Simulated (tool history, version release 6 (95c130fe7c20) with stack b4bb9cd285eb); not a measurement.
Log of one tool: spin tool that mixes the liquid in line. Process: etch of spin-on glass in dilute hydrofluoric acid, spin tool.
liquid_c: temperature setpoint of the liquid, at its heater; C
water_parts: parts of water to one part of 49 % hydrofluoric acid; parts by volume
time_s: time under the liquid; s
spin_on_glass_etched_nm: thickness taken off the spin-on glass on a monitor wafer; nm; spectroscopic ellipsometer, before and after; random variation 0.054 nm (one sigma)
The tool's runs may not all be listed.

run 1 hour=0.0 | liquid_c=24.0 water_parts=210 time_s=35 | spin_on_glass_etched_nm=5.5607
run 2 hour=6.9 | liquid_c=21.0 water_parts=210 time_s=35 | spin_on_glass_etched_nm=4.9578
run 3 hour=15.4 | liquid_c=24.5 water_parts=185 time_s=35 | spin_on_glass_etched_nm=6.6889
run 4 hour=19.1 | liquid_c=21.5 water_parts=185 time_s=35 | spin_on_glass_etched_nm=5.9198
run 5 hour=22.5 | liquid_c=21.5 water_parts=185 time_s=25 | spin_on_glass_etched_nm=4.2288
run 6 hour=27.8 | liquid_c=23.5 water_parts=185 time_s=25 | spin_on_glass_etched_nm=4.5730

Run 7 comes next. What will it give?
run 7 hour=34.5 | liquid_c=26.0 water_parts=145 time_s=25 | spin_on_glass_etched_nm=?

{"run 7": {"spin_on_glass_etched_nm": 6.7307}}

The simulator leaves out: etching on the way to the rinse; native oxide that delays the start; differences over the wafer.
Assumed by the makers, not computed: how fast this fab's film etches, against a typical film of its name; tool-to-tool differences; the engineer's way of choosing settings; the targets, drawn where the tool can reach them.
